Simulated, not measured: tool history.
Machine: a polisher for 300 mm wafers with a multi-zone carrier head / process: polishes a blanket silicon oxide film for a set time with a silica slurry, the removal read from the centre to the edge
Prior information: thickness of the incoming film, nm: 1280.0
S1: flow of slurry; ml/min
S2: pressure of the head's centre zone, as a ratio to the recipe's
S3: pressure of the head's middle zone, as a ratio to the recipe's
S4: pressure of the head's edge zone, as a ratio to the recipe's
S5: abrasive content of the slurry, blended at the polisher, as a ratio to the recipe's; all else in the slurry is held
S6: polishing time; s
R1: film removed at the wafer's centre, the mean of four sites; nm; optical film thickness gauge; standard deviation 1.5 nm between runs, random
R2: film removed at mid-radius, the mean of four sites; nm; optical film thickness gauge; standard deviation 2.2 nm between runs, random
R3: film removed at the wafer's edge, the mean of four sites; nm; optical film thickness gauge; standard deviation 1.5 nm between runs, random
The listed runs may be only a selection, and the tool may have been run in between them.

run,hour,S1,S2,S3,S4,S5,S6,R1,R2,R3
1,0.0,175,1.00,1.00,1.00,1.00,35,156.03,151.04,152.05
2,2.8,175,1.00,1.00,1.08,1.00,35,156.44,150.85,158.93
3,8.6,185,1.03,1.00,1.10,1.00,35,160.28,158.28,160.30
4,9.9,185,1.03,1.00,1.10,1.20,35,172.62,167.05,171.22
5,16.7,190,1.06,0.98,1.11,1.20,35,176.51,164.07,171.83
6,17.6,195,1.09,0.97,1.12,1.25,35,182.05,166.12,177.38
7,20.5,200,1.11,0.96,1.10,1.30,35,189.97,170.17,178.22
8,23.2,205,1.13,0.94,1.10,1.30,35,191.62,161.48,176.95
9,24.9,210,1.14,0.94,1.10,1.30,35,195.46,171.07,181.40
10,27.6,210,1.15,0.93,1.09,1.30,35,196.71,164.00,179.17
11,30.9,215,1.16,0.93,1.09,1.30,35,199.25,166.19,180.99
12,31.7,220,1.17,0.93,1.08,1.30,35,200.90,163.15,180.64
13,40.4,225,1.17,0.93,1.07,1.30,35,201.16,164.40,177.76
14,46.0,230,1.17,0.93,1.07,1.30,35,202.35,168.13,179.09
15,50.1,230,1.17,0.92,1.07,1.30,35,202.19,162.75,178.22

Expected results for the next run?
16,55.0,235,1.17,0.92,1.07,1.30,35,?,?,?

Run 16 gave R1 204.04 nm, R2 166.32 nm, R3 177.08 nm.

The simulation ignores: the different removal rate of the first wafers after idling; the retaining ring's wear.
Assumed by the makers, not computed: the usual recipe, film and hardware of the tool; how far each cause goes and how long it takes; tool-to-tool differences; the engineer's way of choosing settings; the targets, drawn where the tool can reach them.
